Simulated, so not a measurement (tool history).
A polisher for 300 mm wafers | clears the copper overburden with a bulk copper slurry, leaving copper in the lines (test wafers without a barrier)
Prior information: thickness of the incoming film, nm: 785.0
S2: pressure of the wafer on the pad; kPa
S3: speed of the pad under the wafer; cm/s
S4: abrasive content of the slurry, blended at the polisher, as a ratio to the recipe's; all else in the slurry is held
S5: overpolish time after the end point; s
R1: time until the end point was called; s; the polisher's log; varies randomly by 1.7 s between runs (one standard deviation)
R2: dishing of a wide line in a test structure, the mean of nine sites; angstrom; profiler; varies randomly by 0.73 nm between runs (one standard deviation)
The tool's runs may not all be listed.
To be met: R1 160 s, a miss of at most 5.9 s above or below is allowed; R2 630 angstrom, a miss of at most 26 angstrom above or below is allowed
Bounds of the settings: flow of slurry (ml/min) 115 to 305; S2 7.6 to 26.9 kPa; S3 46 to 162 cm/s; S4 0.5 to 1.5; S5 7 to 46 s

{"run": 1, "hour": 0.0, "flow of slurry (ml/min)": 195, "S2": 17.2, "S3": 104, "S4": 1, "S5": 24, "R1": 97.158, "R2": 628.38}
{"run": 2, "hour": 6.4, "flow of slurry (ml/min)": 195, "S2": 17.2, "S3": 104, "S4": 1, "S5": 15, "R1": 97.323, "R2": 506.42}
{"run": 3, "hour": 7.8, "flow of slurry (ml/min)": 195, "S2": 16.5, "S3": 104, "S4": 1, "S5": 17, "R1": 102.35, "R2": 537.66}
{"run": 4, "hour": 11.2, "flow of slurry (ml/min)": 170, "S2": 16.5, "S3": 104, "S4": 1, "S5": 17, "R1": 106.3, "R2": 514.8}
{"run": 5, "hour": 12.5, "flow of slurry (ml/min)": 165, "S2": 15.9, "S3": 104, "S4": 1, "S5": 19, "R1": 110.97, "R2": 532.13}
{"run": 6, "hour": 20.6, "flow of slurry (ml/min)": 215, "S2": 15.9, "S3": 104, "S4": 1, "S5": 19, "R1": 102.99, "R2": 551.84}
{"run": 7, "hour": 27.9, "flow of slurry (ml/min)": 210, "S2": 15.2, "S3": 104, "S4": 1, "S5": 21, "R1": 111.23, "R2": 558.62}
{"run": 8, "hour": 33.3, "flow of slurry (ml/min)": 205, "S2": 14.5, "S3": 104, "S4": 1, "S5": 22, "R1": 115.7, "R2": 556.51}
{"run": 9, "hour": 39.0, "flow of slurry (ml/min)": 200, "S2": 13.8, "S3": 104, "S4": 1, "S5": 23, "R1": 121.17, "R2": 543.44}
{"run": 10, "hour": 43.5, "flow of slurry (ml/min)": 195, "S2": 13.8, "S3": 104, "S4": 1, "S5": 25, "R1": 122.39, "R2": 561.45}
{"run": 11, "hour": 46.8, "flow of slurry (ml/min)": 190, "S2": 13.8, "S3": 104, "S4": 1, "S5": 26, "R1": 122.93, "R2": 570.02}
{"run": 12, "hour": 54.7, "flow of slurry (ml/min)": 185, "S2": 13.8, "S3": 104, "S4": 1, "S5": 27, "R1": 122.69, "R2": 573.9}
{"run": 13, "hour": 63.8, "flow of slurry (ml/min)": 180, "S2": 13.8, "S3": 104, "S4": 1, "S5": 28, "R1": 120.72, "R2": 586.95}
{"hour": 72.2, "done": "head pressure recalibrated"}
{"run": 14, "hour": 72.2, "flow of slurry (ml/min)": 180, "S2": 13.1, "S3": 104, "S4": 1, "S5": 29, "R1": 140.28, "R2": 558.18}
{"run": 15, "hour": 78.0, "flow of slurry (ml/min)": 180, "S2": 13.1, "S3": 102, "S4": 1, "S5": 40, "R1": 142.9, "R2": 603.34}
{"run": 16, "hour": 83.2, "flow of slurry (ml/min)": 185, "S2": 13.1, "S3": 102, "S4": 1, "S5": 41, "R1": 142.55, "R2": 595.78}
{"run": 17, "hour": 92.3, "flow of slurry (ml/min)": 180, "S2": 13.1, "S3": 102, "S4": 1, "S5": 42, "R1": 141.43, "R2": 605.81}
{"run": 18, "hour": 101.3, "flow of slurry (ml/min)": 170, "S2": 12.4, "S3": 104, "S4": 0.9, "S5": 44, "R1": 151.14, "R2": 592.03}
{"run": 19, "hour": 106.5, "flow of slurry (ml/min)": 170, "S2": 12.4, "S3": 104, "S4": 0.9, "S5": 44, "R1": 151.44, "R2": 596.9}
{"run": 20, "hour": 108.0, "flow of slurry (ml/min)": 165, "S2": 12.4, "S3": 104, "S4": 0.95, "S5": 44, "R1": 151.33, "R2": 604.71}

Below are 4 possible settings for the next run. Only one of them brings all results inside the allowed miss of their targets. Which is it?
{"run": "A", "hour": 109.5, "flow of slurry (ml/min)": 185, "S2": 9.7, "S3": 114, "S4": 0.95, "S5": 45, "R1": "?", "R2": "?"}
{"run": "B", "hour": 109.5, "flow of slurry (ml/min)": 180, "S2": 13.8, "S3": 104, "S4": 0.8, "S5": 37, "R1": "?", "R2": "?"}
{"run": "C", "hour": 109.5, "flow of slurry (ml/min)": 165, "S2": 15.2, "S3": 76, "S4": 0.85, "S5": 34, "R1": "?", "R2": "?"}
{"run": "D", "hour": 109.5, "flow of slurry (ml/min)": 115, "S2": 15.2, "S3": 80, "S4": 1.25, "S5": 46, "R1": "?", "R2": "?"}

move=A R1=174.73 R2=550.33
move=B R1=144.61 R2=595.61
move=C R1=177.39 R2=552.17
move=D R1=161.44 R2=623.32
A: moves the result that the last run missed by most past its target, out the other side
B: the biggest miss grows against the last run
C: moves the result that the last run missed by most past its target, out the other side
D: each result inside its tolerance
Correct choice: D, which meets every target
